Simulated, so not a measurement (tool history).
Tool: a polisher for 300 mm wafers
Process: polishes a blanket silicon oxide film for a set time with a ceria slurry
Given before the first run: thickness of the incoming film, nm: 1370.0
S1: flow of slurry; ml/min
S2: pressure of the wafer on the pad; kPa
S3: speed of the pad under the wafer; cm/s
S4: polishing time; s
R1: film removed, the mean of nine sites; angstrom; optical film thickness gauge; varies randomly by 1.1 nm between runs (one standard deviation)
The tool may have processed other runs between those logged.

run	hour	S1	S2	S3	S4	R1
1	0.0	315	23.4	84	86	2808.20
2	3.0	315	26.9	84	86	3231.40
3	5.0	315	24.8	80	86	2844.80
4	9.0	315	22.8	76	86	2482.00
5	14.9	280	22.8	76	86	2490.20
6	19.2	335	22.8	76	86	2513.80
7	25.8	335	21.4	72	86	2236.20
8	34.3	335	20.0	70	86	2035.80
9	35.5	335	18.6	68	86	1886.60
10	39.6	335	17.9	66	86	1762.40
11	44.6	335	17.2	64	86	1627.20
12	52.5	335	16.5	64	86	1610.20
13	53.7	330	10.3	52	86	816.45
14	58.6	345	10.3	52	86	829.09
15	60.4	350	11.0	52	86	885.31
16	65.4	360	11.0	52	86	883.68
17	72.9	360	11.7	52	86	918.59
18	77.3	360	12.4	52	86	990.52

Run 19 has not been measured yet. What should we expect?
19	81.4	370	12.4	52	86	?

R1: 989.22 angstrom

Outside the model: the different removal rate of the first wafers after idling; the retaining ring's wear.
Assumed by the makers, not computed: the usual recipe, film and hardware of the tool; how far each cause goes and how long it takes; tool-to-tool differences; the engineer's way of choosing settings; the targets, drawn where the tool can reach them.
